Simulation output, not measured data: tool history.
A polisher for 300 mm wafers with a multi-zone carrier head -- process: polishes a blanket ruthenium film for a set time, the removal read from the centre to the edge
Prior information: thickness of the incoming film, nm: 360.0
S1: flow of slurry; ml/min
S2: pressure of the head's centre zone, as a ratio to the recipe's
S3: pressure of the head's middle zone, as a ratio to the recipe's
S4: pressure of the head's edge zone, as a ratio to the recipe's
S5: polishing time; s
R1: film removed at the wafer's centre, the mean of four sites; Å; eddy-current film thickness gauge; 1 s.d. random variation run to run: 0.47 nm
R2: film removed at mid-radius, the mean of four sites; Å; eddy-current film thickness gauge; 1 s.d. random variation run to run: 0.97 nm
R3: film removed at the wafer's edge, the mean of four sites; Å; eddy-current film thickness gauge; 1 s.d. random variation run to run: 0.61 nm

{"run": 1, "hour": 0.0, "S1": 125, "S2": 1, "S3": 1, "S4": 1, "S5": 38, "R1": 551.37, "R2": 533.36, "R3": 537.6}
{"run": 2, "hour": 2.1, "S1": 105, "S2": 1, "S3": 1, "S4": 1, "S5": 38, "R1": 519.14, "R2": 512.2, "R3": 525.11}
{"run": 3, "hour": 5.5, "S1": 115, "S2": 1.02, "S3": 1.01, "S4": 1.03, "S5": 39, "R1": 560.99, "R2": 544.99, "R3": 544.86}
{"run": 4, "hour": 6.7, "S1": 125, "S2": 1.02, "S3": 1, "S4": 1.05, "S5": 40, "R1": 581.74, "R2": 564.84, "R3": 576.77}
{"run": 5, "hour": 12.0, "S1": 125, "S2": 1.02, "S3": 1, "S4": 1.05, "S5": 49, "R1": 720.56, "R2": 701.12, "R3": 712.33}
{"run": 6, "hour": 17.0, "S1": 130, "S2": 1.03, "S3": 0.99, "S4": 1.04, "S5": 49, "R1": 740.07, "R2": 706.41, "R3": 704.32}
{"run": 7, "hour": 20.6, "S1": 130, "S2": 1.03, "S3": 0.98, "S4": 1.04, "S5": 49, "R1": 743.63, "R2": 693.12, "R3": 704}
{"run": 8, "hour": 23.4, "S1": 130, "S2": 1.03, "S3": 0.97, "S4": 1.04, "S5": 49, "R1": 736.13, "R2": 678.78, "R3": 717.2}

The next listed run, before its measurement:
{"run": 9, "hour": 28.0, "S1": 130, "S2": 1.03, "S3": 0.97, "S4": 1.03, "S5": 49, "R1": "?", "R2": "?", "R3": "?"}

R1: 743.13 Å
R2: 667.24 Å
R3: 713.51 Å

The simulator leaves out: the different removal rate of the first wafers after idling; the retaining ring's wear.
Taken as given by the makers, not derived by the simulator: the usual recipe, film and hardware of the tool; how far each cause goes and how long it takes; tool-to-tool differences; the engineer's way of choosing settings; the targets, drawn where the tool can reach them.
